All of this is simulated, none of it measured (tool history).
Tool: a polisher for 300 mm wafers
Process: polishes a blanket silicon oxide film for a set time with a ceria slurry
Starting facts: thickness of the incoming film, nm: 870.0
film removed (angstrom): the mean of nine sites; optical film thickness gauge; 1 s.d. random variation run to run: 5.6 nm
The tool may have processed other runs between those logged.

| run | hour | flow of slurry (ml/min) | pressure of the wafer on the pad (kPa) | speed of the pad under the wafer (m/s) | polishing time (s) | film removed (angstrom) |
|---|---|---|---|---|---|---|
| 1 | 0.0 | 285 | 27.6 | 1.32 | 55 | 4412.5 |
| 2 | 4.4 | 285 | 29.0 | 1.32 | 55 | 4518.3 |
| 3 | 10.4 | 285 | 30.3 | 1.32 | 55 | 4832.2 |
| 4 | 18.6 | 285 | 31.0 | 1.32 | 55 | 4884.2 |
| 5 | 22.7 | 285 | 31.0 | 1.56 | 55 | 5612.2 |
| 6 | 27.3 | 285 | 31.7 | 1.56 | 55 | 5813.1 |

Run 7 comes next. What will it give?
| 7 | 33.5 | 285 | 33.1 | 1.56 | 55 | ? |

film removed (angstrom): 5888.4

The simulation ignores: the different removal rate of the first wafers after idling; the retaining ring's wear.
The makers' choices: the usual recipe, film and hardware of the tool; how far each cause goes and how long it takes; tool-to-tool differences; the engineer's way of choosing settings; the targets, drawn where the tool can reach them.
